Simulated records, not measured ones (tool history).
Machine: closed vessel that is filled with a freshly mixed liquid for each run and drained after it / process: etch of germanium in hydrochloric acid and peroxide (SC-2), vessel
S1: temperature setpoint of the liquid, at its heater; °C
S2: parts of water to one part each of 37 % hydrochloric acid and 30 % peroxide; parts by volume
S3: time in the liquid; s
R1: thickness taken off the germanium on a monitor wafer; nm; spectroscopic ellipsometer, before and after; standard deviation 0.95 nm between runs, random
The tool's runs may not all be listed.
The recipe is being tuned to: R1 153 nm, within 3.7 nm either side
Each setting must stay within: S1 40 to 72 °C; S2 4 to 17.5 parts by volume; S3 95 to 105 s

run,day,S1,S2,S3,R1
1,0,56,9.5,95,177.75
2,0.075,56,9.5,105,195.43
3,0.271,55,9.5,105,189.39
4,0.542,55,9.5,95,170.5
5,0.729,55,9.5,105,190.08
6,1.054,58,9.5,105,211.12
7,1.35,50,10,105,161.84
8,1.671,49,10,105,156.51

Of the 4 settings listed for the next run, only one would bring every result within its allowed miss of target. Which one?
A,1.992,50.5,10,105,?
B,1.992,49.5,13.5,105,?
C,1.992,51.5,9,100,?
D,1.992,51,8.5,100,?

move,R1
A,163.92
B,153.52
C,162.6
D,160.8
A: its largest miss is bigger than the last run's
B: each result inside its tolerance
C: its largest miss is bigger than the last run's
D: its largest miss is bigger than the last run's
B meets every target.
